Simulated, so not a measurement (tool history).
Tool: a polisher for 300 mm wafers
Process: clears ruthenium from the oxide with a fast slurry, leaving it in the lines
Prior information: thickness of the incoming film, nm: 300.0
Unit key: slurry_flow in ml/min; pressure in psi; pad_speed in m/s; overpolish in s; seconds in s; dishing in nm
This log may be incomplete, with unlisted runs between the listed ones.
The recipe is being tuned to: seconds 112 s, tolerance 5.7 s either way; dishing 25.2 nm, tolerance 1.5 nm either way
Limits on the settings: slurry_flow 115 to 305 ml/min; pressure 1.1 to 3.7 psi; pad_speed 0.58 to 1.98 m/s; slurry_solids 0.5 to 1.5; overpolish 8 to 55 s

{"run": 1, "hour": 0.0, "slurry_flow": 195, "pressure": 2.4, "pad_speed": 1.28, "slurry_solids": 1, "overpolish": 28, "seconds": 97.615, "dishing": 67.946}
{"run": 2, "hour": 6.6, "slurry_flow": 195, "pressure": 2.3, "pad_speed": 1.28, "slurry_solids": 1, "overpolish": 25, "seconds": 94.746, "dishing": 61.205}
{"run": 3, "hour": 10.2, "slurry_flow": 195, "pressure": 2.1, "pad_speed": 1.28, "slurry_solids": 1, "overpolish": 22, "seconds": 104.88, "dishing": 49.432}
{"run": 4, "hour": 18.4, "slurry_flow": 195, "pressure": 2, "pad_speed": 1.32, "slurry_solids": 1, "overpolish": 20, "seconds": 110.3, "dishing": 44.683}
{"run": 5, "hour": 21.5, "slurry_flow": 195, "pressure": 1.6, "pad_speed": 1.32, "slurry_solids": 1, "overpolish": 20, "seconds": 138.37, "dishing": 36.789}
{"run": 6, "hour": 28.8, "slurry_flow": 235, "pressure": 1.6, "pad_speed": 1.32, "slurry_solids": 1, "overpolish": 20, "seconds": 135.88, "dishing": 35.884}
{"run": 7, "hour": 34.7, "slurry_flow": 245, "pressure": 1.6, "pad_speed": 1.34, "slurry_solids": 1, "overpolish": 18, "seconds": 130.9, "dishing": 34.591}
{"run": 8, "hour": 39.8, "slurry_flow": 255, "pressure": 1.6, "pad_speed": 1.36, "slurry_solids": 1, "overpolish": 16, "seconds": 129.56, "dishing": 31.338}
{"run": 9, "hour": 44.0, "slurry_flow": 305, "pressure": 1.9, "pad_speed": 1.4, "slurry_solids": 0.95, "overpolish": 8, "seconds": 109.84, "dishing": 18.653}
{"run": 10, "hour": 49.0, "slurry_flow": 295, "pressure": 1.9, "pad_speed": 1.4, "slurry_solids": 0.95, "overpolish": 8, "seconds": 110.63, "dishing": 18.769}
{"run": 11, "hour": 57.0, "slurry_flow": 285, "pressure": 1.9, "pad_speed": 1.4, "slurry_solids": 0.95, "overpolish": 20, "seconds": 108.2, "dishing": 44.751}
{"run": 12, "hour": 63.0, "slurry_flow": 285, "pressure": 1.9, "pad_speed": 1.38, "slurry_solids": 0.95, "overpolish": 19, "seconds": 113.23, "dishing": 42.378}
{"run": 13, "hour": 66.6, "slurry_flow": 285, "pressure": 1.9, "pad_speed": 1.36, "slurry_solids": 1, "overpolish": 18, "seconds": 105.81, "dishing": 41.404}
{"run": 14, "hour": 69.1, "slurry_flow": 240, "pressure": 1.3, "pad_speed": 1.26, "slurry_solids": 1.25, "overpolish": 8, "seconds": 146.26, "dishing": 14.812}
{"run": 15, "hour": 71.0, "slurry_flow": 240, "pressure": 1.4, "pad_speed": 1.26, "slurry_solids": 1.2, "overpolish": 9, "seconds": 136.68, "dishing": 16.694}
{"run": 16, "hour": 79.7, "slurry_flow": 240, "pressure": 1.5, "pad_speed": 1.28, "slurry_solids": 1.15, "overpolish": 9, "seconds": 129.74, "dishing": 17.795}
{"run": 17, "hour": 81.5, "slurry_flow": 240, "pressure": 1.6, "pad_speed": 1.3, "slurry_solids": 1.1, "overpolish": 9, "seconds": 128.92, "dishing": 18.586}
{"run": 18, "hour": 87.7, "slurry_flow": 240, "pressure": 1.7, "pad_speed": 1.3, "slurry_solids": 1.1, "overpolish": 9, "seconds": 116.59, "dishing": 19.377}
{"run": 19, "hour": 92.3, "slurry_flow": 240, "pressure": 1.8, "pad_speed": 1.34, "slurry_solids": 1, "overpolish": 11, "seconds": 115.12, "dishing": 23.922}

Below are 4 possible settings for the next run. Only one of them brings all results inside the allowed miss of their targets. Which is it?
{"run": "A", "hour": 96.9, "slurry_flow": 235, "pressure": 1.9, "pad_speed": 1.32, "slurry_solids": 1, "overpolish": 11, "seconds": "?", "dishing": "?"}
{"run": "B", "hour": 96.9, "slurry_flow": 240, "pressure": 2, "pad_speed": 1.28, "slurry_solids": 0.95, "overpolish": 10, "seconds": "?", "dishing": "?"}
{"run": "C", "hour": 96.9, "slurry_flow": 240, "pressure": 1.9, "pad_speed": 1.3, "slurry_solids": 0.9, "overpolish": 11, "seconds": "?", "dishing": "?"}
{"run": "D", "hour": 96.9, "slurry_flow": 210, "pressure": 1.9, "pad_speed": 1, "slurry_solids": 1.15, "overpolish": 13, "seconds": "?", "dishing": "?"}

move=A seconds=110.57 dishing=24.669
move=B seconds=112.02 dishing=22.25
move=C seconds=121.92 dishing=22.477
move=D seconds=123.03 dishing=26.119
A: in spec on every target
B: lands further from the targets than the last run did
C: lands further from the targets than the last run did
D: brings the last run's worst result on target, with another outside its allowed miss
Move A is the one to make.

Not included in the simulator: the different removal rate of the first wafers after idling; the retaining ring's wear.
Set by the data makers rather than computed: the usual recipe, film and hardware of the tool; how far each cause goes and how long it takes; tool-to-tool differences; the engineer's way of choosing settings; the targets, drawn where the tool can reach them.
